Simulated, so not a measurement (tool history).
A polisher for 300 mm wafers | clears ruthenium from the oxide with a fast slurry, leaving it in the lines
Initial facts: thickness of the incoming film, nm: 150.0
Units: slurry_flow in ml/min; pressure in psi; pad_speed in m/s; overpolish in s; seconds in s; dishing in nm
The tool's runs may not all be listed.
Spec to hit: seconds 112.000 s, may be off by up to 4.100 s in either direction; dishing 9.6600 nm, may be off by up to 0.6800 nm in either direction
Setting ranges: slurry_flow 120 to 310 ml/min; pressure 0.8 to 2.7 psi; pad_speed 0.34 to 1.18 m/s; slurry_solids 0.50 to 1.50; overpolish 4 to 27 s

{"run": 1, "hour": 0.0, "slurry_flow": 200, "pressure": 1.7, "pad_speed": 0.76, "slurry_solids": 1.0, "overpolish": 14, "seconds": 88.406, "dishing": 18.358}
{"run": 2, "hour": 6.2, "slurry_flow": 200, "pressure": 1.3, "pad_speed": 0.76, "slurry_solids": 1.0, "overpolish": 14, "seconds": 114.67, "dishing": 15.684}
{"run": 3, "hour": 9.7, "slurry_flow": 200, "pressure": 1.7, "pad_speed": 0.76, "slurry_solids": 1.0, "overpolish": 14, "seconds": 89.422, "dishing": 19.845}
{"run": 4, "hour": 10.3, "slurry_flow": 200, "pressure": 1.6, "pad_speed": 0.76, "slurry_solids": 1.0, "overpolish": 12, "seconds": 94.714, "dishing": 16.012}
{"run": 5, "hour": 14.4, "slurry_flow": 200, "pressure": 1.6, "pad_speed": 0.64, "slurry_solids": 1.0, "overpolish": 12, "seconds": 107.96, "dishing": 13.806}
{"run": 6, "hour": 17.1, "slurry_flow": 200, "pressure": 1.6, "pad_speed": 0.64, "slurry_solids": 1.0, "overpolish": 11, "seconds": 110.29, "dishing": 13.088}
{"run": 7, "hour": 22.9, "slurry_flow": 200, "pressure": 1.6, "pad_speed": 0.64, "slurry_solids": 1.0, "overpolish": 11, "seconds": 111.65, "dishing": 12.955}
{"run": 8, "hour": 31.1, "slurry_flow": 200, "pressure": 1.6, "pad_speed": 0.64, "slurry_solids": 1.0, "overpolish": 11, "seconds": 110.36, "dishing": 12.707}
{"run": 9, "hour": 37.5, "slurry_flow": 200, "pressure": 1.6, "pad_speed": 0.64, "slurry_solids": 1.0, "overpolish": 10, "seconds": 110.45, "dishing": 11.972}
{"run": 10, "hour": 44.6, "slurry_flow": 200, "pressure": 1.6, "pad_speed": 0.64, "slurry_solids": 1.0, "overpolish": 6, "seconds": 110.94, "dishing": 7.734}
{"run": 11, "hour": 47.9, "slurry_flow": 200, "pressure": 1.6, "pad_speed": 0.64, "slurry_solids": 1.0, "overpolish": 7, "seconds": 109.2, "dishing": 8.5661}

Consider the 5 candidate settings below. Which is the only one whose results all fall within their allowed miss of target?
{"run": "A", "hour": 51.2, "slurry_flow": 220, "pressure": 1.5, "pad_speed": 0.7, "slurry_solids": 0.95, "overpolish": 10, "seconds": "?", "dishing": "?"}
{"run": "B", "hour": 51.2, "slurry_flow": 205, "pressure": 2.1, "pad_speed": 0.42, "slurry_solids": 1.2, "overpolish": 10, "seconds": "?", "dishing": "?"}
{"run": "C", "hour": 51.2, "slurry_flow": 200, "pressure": 1.6, "pad_speed": 0.66, "slurry_solids": 0.95, "overpolish": 8, "seconds": "?", "dishing": "?"}
{"run": "D", "hour": 51.2, "slurry_flow": 200, "pressure": 1.6, "pad_speed": 0.64, "slurry_solids": 0.9, "overpolish": 11, "seconds": "?", "dishing": "?"}
{"run": "E", "hour": 51.2, "slurry_flow": 160, "pressure": 1.6, "pad_speed": 0.68, "slurry_solids": 0.85, "overpolish": 10, "seconds": "?", "dishing": "?"}

move=A seconds=109.440 dishing=12.1360
move=B seconds=112.250 dishing=11.8690
move=C seconds=110.290 dishing=9.8862
move=D seconds=118.360 dishing=12.3170
move=E seconds=121.430 dishing=11.0740
A: moves the result that the last run missed by most past its target, out the other side
B: moves the result that the last run missed by most past its target, out the other side
C: every result lands within tolerance
D: moves the result that the last run missed by most past its target, out the other side
E: moves the result that the last run missed by most past its target, out the other side
So the answer is move C, the one that meets all the targets.
